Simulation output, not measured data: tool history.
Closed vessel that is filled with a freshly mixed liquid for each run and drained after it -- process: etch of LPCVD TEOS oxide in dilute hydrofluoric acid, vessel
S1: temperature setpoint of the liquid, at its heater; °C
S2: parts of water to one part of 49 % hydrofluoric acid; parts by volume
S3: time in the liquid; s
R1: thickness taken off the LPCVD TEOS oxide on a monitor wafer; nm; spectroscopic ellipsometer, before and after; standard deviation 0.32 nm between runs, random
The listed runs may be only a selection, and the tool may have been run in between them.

run 1 hour=0.0 | S1=23.0 S2=75 S3=110 | R1=28.359
run 2 hour=7.4 | S1=23.0 S2=75 S3=110 | R1=28.502
run 3 hour=11.2 | S1=24.5 S2=75 S3=110 | R1=30.583
run 4 hour=13.2 | S1=25.5 S2=75 S3=110 | R1=31.243
run 5 hour=15.4 | S1=26.5 S2=75 S3=110 | R1=32.615
run 6 hour=16.2 | S1=26.5 S2=90 S3=110 | R1=26.785
run 7 hour=22.0 | S1=27.0 S2=85 S3=110 | R1=29.248
run 8 hour=30.9 | S1=31.0 S2=65 S3=110 | R1=45.526

Run 9 comes next. What will it give?
run 9 hour=36.2 | S1=30.5 S2=65 S3=110 | R1=?

Run 9 measured R1 44.449 nm.

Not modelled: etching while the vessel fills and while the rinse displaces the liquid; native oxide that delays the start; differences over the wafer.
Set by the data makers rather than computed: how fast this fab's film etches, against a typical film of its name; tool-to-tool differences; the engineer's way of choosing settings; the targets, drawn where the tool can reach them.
